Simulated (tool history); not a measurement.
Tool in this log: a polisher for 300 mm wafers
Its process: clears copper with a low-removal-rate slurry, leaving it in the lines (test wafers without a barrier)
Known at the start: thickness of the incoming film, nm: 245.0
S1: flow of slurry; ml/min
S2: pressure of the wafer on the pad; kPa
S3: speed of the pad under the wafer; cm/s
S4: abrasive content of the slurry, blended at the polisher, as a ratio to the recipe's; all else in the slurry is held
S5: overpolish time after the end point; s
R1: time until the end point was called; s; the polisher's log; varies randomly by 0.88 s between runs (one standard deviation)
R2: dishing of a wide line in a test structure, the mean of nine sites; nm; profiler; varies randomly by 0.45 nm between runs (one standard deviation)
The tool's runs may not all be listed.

{"run": 1, "hour": 0.0, "S1": 180, "S2": 17.2, "S3": 94, "S4": 1, "S5": 21, "R1": 100.15, "R2": 18.663}
{"run": 2, "hour": 7.7, "S1": 180, "S2": 18.6, "S3": 96, "S4": 1, "S5": 20, "R1": 88.386, "R2": 18.342}
{"run": 3, "hour": 10.3, "S1": 180, "S2": 19.3, "S3": 96, "S4": 1, "S5": 21, "R1": 86.323, "R2": 18.583}
{"run": 4, "hour": 13.2, "S1": 180, "S2": 22.8, "S3": 96, "S4": 1, "S5": 21, "R1": 71.179, "R2": 20.372}
{"run": 5, "hour": 18.7, "S1": 180, "S2": 23.4, "S3": 98, "S4": 1, "S5": 21, "R1": 68.446, "R2": 20.304}
{"run": 6, "hour": 27.1, "S1": 180, "S2": 24.1, "S3": 100, "S4": 1, "S5": 21, "R1": 66.552, "R2": 21.222}

For run 7, what comes out?
{"run": 7, "hour": 35.5, "S1": 180, "S2": 24.1, "S3": 102, "S4": 1, "S5": 20, "R1": "?", "R2": "?"}

Logged for run 7: R1 63.334 s, R2 20.856 nm.

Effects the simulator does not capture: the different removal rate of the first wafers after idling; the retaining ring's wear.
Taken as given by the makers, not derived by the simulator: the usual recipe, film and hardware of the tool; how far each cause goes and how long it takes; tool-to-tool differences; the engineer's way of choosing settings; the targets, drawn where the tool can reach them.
